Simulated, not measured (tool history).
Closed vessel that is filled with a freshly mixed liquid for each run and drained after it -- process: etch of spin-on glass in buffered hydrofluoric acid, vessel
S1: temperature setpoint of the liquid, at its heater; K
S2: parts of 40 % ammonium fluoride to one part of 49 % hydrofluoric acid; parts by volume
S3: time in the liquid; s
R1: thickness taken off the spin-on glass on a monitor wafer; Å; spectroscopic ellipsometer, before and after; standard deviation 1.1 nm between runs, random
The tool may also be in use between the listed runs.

| run | hour | S1 | S2 | S3 | R1 |
|---|---|---|---|---|---|
| 1 | 0.0 | 295.15 | 23.0 | 105 | 1280.0 |
| 2 | 5.5 | 295.15 | 19.5 | 105 | 1458.4 |
| 3 | 8.6 | 293.65 | 19.5 | 105 | 1329.3 |
| 4 | 10.8 | 293.65 | 19.5 | 115 | 1449.6 |
| 5 | 19.2 | 293.65 | 19.5 | 115 | 1460.2 |
| 6 | 27.3 | 293.65 | 14.0 | 115 | 2031.0 |
| 7 | 29.4 | 293.15 | 14.0 | 115 | 1973.5 |
| 8 | 30.2 | 292.65 | 14.0 | 115 | 1915.1 |

What does the tool deliver on the next run?
| 9 | 32.1 | 292.15 | 14.0 | 115 | ? |

R1: 1850.1 Å

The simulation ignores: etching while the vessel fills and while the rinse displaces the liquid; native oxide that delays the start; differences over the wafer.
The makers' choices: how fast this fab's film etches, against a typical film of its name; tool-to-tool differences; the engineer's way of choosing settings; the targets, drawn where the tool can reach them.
